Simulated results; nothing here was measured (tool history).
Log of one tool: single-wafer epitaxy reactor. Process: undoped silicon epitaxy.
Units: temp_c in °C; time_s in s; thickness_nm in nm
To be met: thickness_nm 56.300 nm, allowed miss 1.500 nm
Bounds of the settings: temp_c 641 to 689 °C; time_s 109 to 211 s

Run 1, hour 0.0: temp_c 665 °C, time_s 160 s. Result: thickness_nm 37.736 nm.
Run 2, hour 6.0: temp_c 671 °C, time_s 160 s. Result: thickness_nm 41.850 nm.
Run 3, hour 7.7: temp_c 674 °C, time_s 160 s. Result: thickness_nm 43.973 nm.
Run 4, hour 12.9: temp_c 670 °C, time_s 160 s. Result: thickness_nm 41.058 nm.
Run 5, hour 21.3: temp_c 666 °C, time_s 160 s. Result: thickness_nm 38.070 nm.
Run 6, hour 23.5: temp_c 670 °C, time_s 161 s. Result: thickness_nm 41.129 nm.
Run 7, hour 28.6: temp_c 674 °C, time_s 162 s. Result: thickness_nm 44.640 nm.
Run 8, hour 32.6: temp_c 677 °C, time_s 162 s. Result: thickness_nm 47.277 nm.
Run 9, hour 38.0: temp_c 677 °C, time_s 162 s. Result: thickness_nm 47.245 nm.
Run 10, hour 40.0: temp_c 679 °C, time_s 162 s. Result: thickness_nm 48.972 nm.
Run 11, hour 41.4: temp_c 681 °C, time_s 162 s. Result: thickness_nm 50.461 nm.
Run 12, hour 45.3: temp_c 682 °C, time_s 162 s. Result: thickness_nm 51.916 nm.
Run 13, hour 52.7: temp_c 683 °C, time_s 162 s. Result: thickness_nm 52.313 nm.
Run 14, hour 56.0: temp_c 684 °C, time_s 162 s. Result: thickness_nm 53.553 nm.
Run 15, hour 58.2: temp_c 685 °C, time_s 162 s. Result: thickness_nm 54.588 nm.

5 next moves are on the table. One of them brings every result within its allowed miss. Which?
Run A, hour 60.4: temp_c 683 °C, time_s 164 s. Result: thickness_nm ?.
Run B, hour 60.4: temp_c 683 °C, time_s 159 s. Result: thickness_nm ?.
Run C, hour 60.4: temp_c 689 °C, time_s 154 s. Result: thickness_nm ?.
Run D, hour 60.4: temp_c 679 °C, time_s 174 s. Result: thickness_nm ?.
Run E, hour 60.4: temp_c 686 °C, time_s 157 s. Result: thickness_nm ?.

move  thickness_nm
   A        53.141
   B        51.521
   C        55.543
   D        52.460
   E        53.680
A: further off than the last run
B: further off than the last run
C: meets every target
D: further off than the last run
E: further off than the last run
Move C is the one to make.
